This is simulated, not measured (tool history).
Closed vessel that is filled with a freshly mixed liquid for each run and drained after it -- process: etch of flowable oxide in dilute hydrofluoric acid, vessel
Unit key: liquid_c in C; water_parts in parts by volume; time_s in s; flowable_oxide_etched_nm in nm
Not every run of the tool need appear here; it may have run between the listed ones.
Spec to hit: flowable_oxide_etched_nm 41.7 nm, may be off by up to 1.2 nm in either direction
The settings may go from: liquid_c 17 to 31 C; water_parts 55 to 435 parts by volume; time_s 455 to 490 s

Run 1, hour 0: liquid_c 23 C, water_parts 245 parts by volume, time_s 455 s. Result: flowable_oxide_etched_nm 56.67 nm.
Run 2, hour 1.9: liquid_c 23 C, water_parts 245 parts by volume, time_s 455 s. Result: flowable_oxide_etched_nm 56.886 nm.
Run 3, hour 10.3: liquid_c 22 C, water_parts 250 parts by volume, time_s 455 s. Result: flowable_oxide_etched_nm 53.088 nm.
Run 4, hour 18.5: liquid_c 21 C, water_parts 250 parts by volume, time_s 455 s. Result: flowable_oxide_etched_nm 51.61 nm.
Run 5, hour 22.5: liquid_c 21 C, water_parts 335 parts by volume, time_s 455 s. Result: flowable_oxide_etched_nm 35.503 nm.
Run 6, hour 25.8: liquid_c 21.5 C, water_parts 335 parts by volume, time_s 455 s. Result: flowable_oxide_etched_nm 36.314 nm.
Run 7, hour 30.9: liquid_c 22 C, water_parts 335 parts by volume, time_s 455 s. Result: flowable_oxide_etched_nm 36.59 nm.
Run 8, hour 37.2: liquid_c 22.5 C, water_parts 335 parts by volume, time_s 455 s. Result: flowable_oxide_etched_nm 37.17 nm.
Run 9, hour 44.2: liquid_c 26 C, water_parts 330 parts by volume, time_s 455 s. Result: flowable_oxide_etched_nm 43.06 nm.

Which of these 5 next moves meets every target?
Run A, hour 51.2: liquid_c 26.5 C, water_parts 345 parts by volume, time_s 490 s. Result: flowable_oxide_etched_nm ?.
Run B, hour 51.2: liquid_c 22.5 C, water_parts 330 parts by volume, time_s 490 s. Result: flowable_oxide_etched_nm ?.
Run C, hour 51.2: liquid_c 27.5 C, water_parts 335 parts by volume, time_s 470 s. Result: flowable_oxide_etched_nm ?.
Run D, hour 51.2: liquid_c 27.5 C, water_parts 350 parts by volume, time_s 485 s. Result: flowable_oxide_etched_nm ?.
Run E, hour 51.2: liquid_c 25.5 C, water_parts 335 parts by volume, time_s 480 s. Result: flowable_oxide_etched_nm ?.

move  flowable_oxide_etched_nm
   A                     44.33
   B                    41.071
   C                    45.696
   D                    44.458
   E                    43.692
A: its largest miss is bigger than the last run's
B: meets every target
C: its largest miss is bigger than the last run's
D: its largest miss is bigger than the last run's
E: its largest miss is bigger than the last run's
The right move is B.
